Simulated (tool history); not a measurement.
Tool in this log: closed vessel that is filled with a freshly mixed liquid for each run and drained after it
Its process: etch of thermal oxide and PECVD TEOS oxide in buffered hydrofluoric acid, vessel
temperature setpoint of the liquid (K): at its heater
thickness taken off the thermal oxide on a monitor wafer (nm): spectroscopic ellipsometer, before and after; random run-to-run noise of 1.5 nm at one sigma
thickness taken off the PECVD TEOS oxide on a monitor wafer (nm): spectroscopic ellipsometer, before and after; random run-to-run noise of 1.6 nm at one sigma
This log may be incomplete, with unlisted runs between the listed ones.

| run | hour | temperature setpoint of the liquid (K) | parts of 40 % ammonium fluoride to one part of 49 % hydrofluoric acid (parts by volume) | time in the liquid (s) | thickness taken off the thermal oxide on a monitor wafer (nm) | thickness taken off the PECVD TEOS oxide on a monitor wafer (nm) |
|---|---|---|---|---|---|---|
| 1 | 0 | 297.15 | 9.5 | 60 | 77.142 | 81.532 |
| 2 | 5.8 | 298.65 | 8.5 | 60 | 91.781 | 97.422 |
| 3 | 12.9 | 298.65 | 8.5 | 45 | 69.496 | 72.531 |
| 4 | 17.7 | 300.15 | 8 | 50 | 90.739 | 92.647 |
| 5 | 26.9 | 300.65 | 7.5 | 55 | 106.47 | 113.44 |
| 6 | 28 | 300.65 | 7.5 | 75 | 144.96 | 153.77 |

For run 7, what comes out?
| 7 | 29.3 | 301.65 | 7.5 | 75 | ? | ? |

thickness taken off the thermal oxide on a monitor wafer (nm): 154.22
thickness taken off the PECVD TEOS oxide on a monitor wafer (nm): 163.06

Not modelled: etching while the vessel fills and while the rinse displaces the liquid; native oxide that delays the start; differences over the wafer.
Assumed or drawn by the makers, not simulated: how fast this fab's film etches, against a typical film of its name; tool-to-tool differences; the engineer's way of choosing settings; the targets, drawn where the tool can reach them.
